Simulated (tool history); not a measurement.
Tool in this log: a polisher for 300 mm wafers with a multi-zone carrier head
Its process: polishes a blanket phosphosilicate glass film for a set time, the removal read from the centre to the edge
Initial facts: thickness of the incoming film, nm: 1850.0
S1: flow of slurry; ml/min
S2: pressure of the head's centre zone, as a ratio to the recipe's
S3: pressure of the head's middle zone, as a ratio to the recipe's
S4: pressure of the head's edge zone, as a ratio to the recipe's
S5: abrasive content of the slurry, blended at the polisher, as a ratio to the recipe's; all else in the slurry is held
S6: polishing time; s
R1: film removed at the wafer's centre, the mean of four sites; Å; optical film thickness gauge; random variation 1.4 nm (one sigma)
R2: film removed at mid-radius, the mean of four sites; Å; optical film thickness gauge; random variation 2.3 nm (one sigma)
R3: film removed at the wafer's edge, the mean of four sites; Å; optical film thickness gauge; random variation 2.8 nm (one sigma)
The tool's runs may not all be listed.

{"run": 1, "hour": 0.0, "S1": 220, "S2": 1, "S3": 1, "S4": 1, "S5": 1, "S6": 49, "R1": 3582.3, "R2": 3619.4, "R3": 3514.5}
{"run": 2, "hour": 7.3, "S1": 210, "S2": 1, "S3": 0.96, "S4": 1.01, "S5": 0.9, "S6": 45, "R1": 3026, "R2": 2967.2, "R3": 3037.5}
{"run": 3, "hour": 14.0, "S1": 210, "S2": 1, "S3": 1, "S4": 1.01, "S5": 0.9, "S6": 45, "R1": 2999.3, "R2": 3009.1, "R3": 3050.6}
{"run": 4, "hour": 14.9, "S1": 210, "S2": 1, "S3": 1, "S4": 1.07, "S5": 0.9, "S6": 45, "R1": 2985.2, "R2": 3113.4, "R3": 3098.5}
{"run": 5, "hour": 19.8, "S1": 205, "S2": 0.99, "S3": 0.96, "S4": 1.03, "S5": 0.8, "S6": 43, "R1": 2639.7, "R2": 2560.7, "R3": 2695.7}
{"run": 6, "hour": 21.6, "S1": 200, "S2": 0.96, "S3": 0.93, "S4": 0.99, "S5": 0.75, "S6": 43, "R1": 2448, "R2": 2394.2, "R3": 2539}
{"run": 7, "hour": 29.3, "S1": 190, "S2": 0.96, "S3": 0.9, "S4": 0.98, "S5": 0.7, "S6": 43, "R1": 2299.9, "R2": 2189.2, "R3": 2400.4}
{"run": 8, "hour": 35.8, "S1": 140, "S2": 0.98, "S3": 0.81, "S4": 0.91, "S5": 0.55, "S6": 43, "R1": 1716, "R2": 1518.1, "R3": 1748.1}
{"run": 9, "hour": 39.0, "S1": 155, "S2": 0.98, "S3": 0.81, "S4": 0.93, "S5": 0.55, "S6": 43, "R1": 1782.7, "R2": 1557, "R3": 1758.6}
{"run": 10, "hour": 45.7, "S1": 165, "S2": 0.97, "S3": 0.81, "S4": 0.98, "S5": 0.55, "S6": 43, "R1": 1818.2, "R2": 1612.5, "R3": 1887}
{"run": 11, "hour": 48.4, "S1": 175, "S2": 0.97, "S3": 0.81, "S4": 0.99, "S5": 0.55, "S6": 43, "R1": 1814.6, "R2": 1604.7, "R3": 1876.7}
{"run": 12, "hour": 55.8, "S1": 180, "S2": 1.02, "S3": 0.84, "S4": 1.08, "S5": 0.65, "S6": 43, "R1": 2243.9, "R2": 1959.4, "R3": 2287.3}
{"run": 13, "hour": 59.5, "S1": 170, "S2": 1.02, "S3": 0.83, "S4": 1.07, "S5": 0.65, "S6": 43, "R1": 2232.2, "R2": 1878, "R3": 2271.3}
{"run": 14, "hour": 68.1, "S1": 165, "S2": 1.01, "S3": 0.83, "S4": 1.05, "S5": 0.65, "S6": 43, "R1": 2152.4, "R2": 1883.4, "R3": 2273.1}

Run 15 is up next; what results do you expect?
{"run": 15, "hour": 69.7, "S1": 160, "S2": 1.01, "S3": 0.83, "S4": 1.03, "S5": 0.65, "S6": 43, "R1": "?", "R2": "?", "R3": "?"}

Run 15 produced R1 2162.1 Å, R2 1894.9 Å, R3 2270.6 Å.
